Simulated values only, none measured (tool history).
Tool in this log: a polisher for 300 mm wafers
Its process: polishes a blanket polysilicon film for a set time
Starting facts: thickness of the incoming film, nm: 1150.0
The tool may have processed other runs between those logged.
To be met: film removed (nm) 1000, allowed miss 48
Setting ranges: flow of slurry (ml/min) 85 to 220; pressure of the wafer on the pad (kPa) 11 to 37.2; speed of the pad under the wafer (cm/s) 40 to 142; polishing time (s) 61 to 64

run  hour  flow of slurry (ml/min)  pressure of the wafer on the pad (kPa)  speed of the pad under the wafer (cm/s)  polishing time (s)  film removed (nm)
  1     0                      140                                    24.1                                       90                  61             524.36
  2   6.6                      140                                    24.1                                      110                  61             640.76
  3  14.5                      140                                    26.9                                      110                  61             703.27
  4  16.6                      140                                    26.9                                      110                  61             681.14
  5  22.1                      140                                    29.6                                      112                  61             776.81
  6    23                      140                                    31.7                                      112                  61             825.27
  7  31.4                      140                                    33.1                                      112                  61              871.6
  8  38.9                      140                                    33.8                                      112                  61             885.31

Which single option among these 4 for the next run brings every result within its allowed miss of target? Just one does.
  A  46.4                      140                                    33.8                                      106                  61                  ?
  B  46.4                      165                                    36.5                                      116                  64                  ?
  C  46.4                      130                                    37.2                                      112                  63                  ?
  D  46.4                      140                                    33.8                                      100                  61                  ?

move  film removed (nm)
   A             859.22
   B             1094.8
   C             1014.4
   D             811.83
A: lands further from the targets than the last run did
B: takes the result that was furthest off past its target
C: every result within its allowed miss
D: lands further from the targets than the last run did
The move that meets every target is C.

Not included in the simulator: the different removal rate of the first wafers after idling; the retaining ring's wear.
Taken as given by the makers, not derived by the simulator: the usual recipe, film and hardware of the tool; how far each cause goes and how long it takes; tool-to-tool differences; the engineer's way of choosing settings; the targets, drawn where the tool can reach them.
